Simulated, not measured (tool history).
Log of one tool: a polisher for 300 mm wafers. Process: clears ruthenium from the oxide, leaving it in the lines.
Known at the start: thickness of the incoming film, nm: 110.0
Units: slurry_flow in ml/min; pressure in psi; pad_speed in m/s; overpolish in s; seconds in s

Run 1, day 0: slurry_flow 180 ml/min, pressure 2.4 psi, pad_speed 0.8 m/s, overpolish 28 s. Result: seconds 112.49 s.
Run 2, day 0.308: slurry_flow 180 ml/min, pressure 2.3 psi, pad_speed 0.8 m/s, overpolish 28 s. Result: seconds 117.02 s.
Run 3, day 0.6: slurry_flow 180 ml/min, pressure 2.2 psi, pad_speed 0.8 m/s, overpolish 28 s. Result: seconds 121.41 s.
Run 4, day 0.675: slurry_flow 180 ml/min, pressure 2.1 psi, pad_speed 0.8 m/s, overpolish 28 s. Result: seconds 125.16 s.
Run 5, day 0.904: slurry_flow 180 ml/min, pressure 2.1 psi, pad_speed 0.94 m/s, overpolish 28 s. Result: seconds 109.26 s.
Run 6, day 0.958: slurry_flow 180 ml/min, pressure 2 psi, pad_speed 0.92 m/s, overpolish 28 s. Result: seconds 115.28 s.

Run 7 comes next. What will it give?
Run 7, day 1.071: slurry_flow 180 ml/min, pressure 1.9 psi, pad_speed 0.92 m/s, overpolish 28 s. Result: seconds ?.

{"run 7": {"seconds": 122.33}}
